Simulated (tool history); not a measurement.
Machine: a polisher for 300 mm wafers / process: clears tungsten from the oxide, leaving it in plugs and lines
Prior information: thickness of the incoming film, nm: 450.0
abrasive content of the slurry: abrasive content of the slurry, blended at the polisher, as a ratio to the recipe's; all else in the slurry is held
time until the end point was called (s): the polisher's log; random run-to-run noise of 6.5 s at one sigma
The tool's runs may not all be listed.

run,day,flow of slurry (ml/min),pressure of the wafer on the pad (kPa),speed of the pad under the wafer (cm/s),abrasive content of the slurry,overpolish time after the end point (s),time until the end point was called (s)
1,0.000,310,22.1,90,1.00,13,107.690
2,0.088,310,24.8,90,1.00,13,94.904
3,0.258,305,22.8,82,1.00,13,114.840
4,0.329,370,22.8,82,1.00,13,111.080
5,0.629,365,20.7,76,1.00,13,127.850
6,0.758,350,19.3,70,0.95,13,160.990
7,0.933,350,17.9,68,0.95,13,173.810
8,1.188,350,16.5,66,0.95,13,194.860
9,1.475,350,15.2,64,0.95,13,214.060

Estimate the outcome of run 10 from the log above:
10,1.500,350,14.5,62,0.95,13,?

Run 10 produced time until the end point was called (s) 232.110.
